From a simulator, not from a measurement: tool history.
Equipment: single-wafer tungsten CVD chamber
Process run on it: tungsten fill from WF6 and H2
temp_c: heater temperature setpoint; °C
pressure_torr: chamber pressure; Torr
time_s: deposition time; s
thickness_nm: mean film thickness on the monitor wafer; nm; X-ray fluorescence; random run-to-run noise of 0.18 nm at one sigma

{"run": 1, "hour": 0.0, "temp_c": 385, "pressure_torr": 31.9, "time_s": 24.6, "thickness_nm": 56.575}
{"run": 2, "hour": 1.3, "temp_c": 385, "pressure_torr": 31.9, "time_s": 25.4, "thickness_nm": 58.061}
{"run": 3, "hour": 3.3, "temp_c": 374, "pressure_torr": 31.9, "time_s": 25.4, "thickness_nm": 45.22}
{"run": 4, "hour": 8.5, "temp_c": 374, "pressure_torr": 28.5, "time_s": 25.4, "thickness_nm": 42.308}
{"run": 5, "hour": 11.7, "temp_c": 368, "pressure_torr": 28.5, "time_s": 25.4, "thickness_nm": 36.693}
{"run": 6, "hour": 18.7, "temp_c": 374, "pressure_torr": 28.5, "time_s": 25.4, "thickness_nm": 42.079}
{"run": 7, "hour": 26.7, "temp_c": 379, "pressure_torr": 28.5, "time_s": 25.4, "thickness_nm": 47.403}
{"run": 8, "hour": 29.4, "temp_c": 383, "pressure_torr": 28.5, "time_s": 25.4, "thickness_nm": 52.082}

Forecast run 9:
{"run": 9, "hour": 32.2, "temp_c": 386, "pressure_torr": 28.5, "time_s": 25.4, "thickness_nm": "?"}

{"run 9": {"thickness_nm": 55.664}}
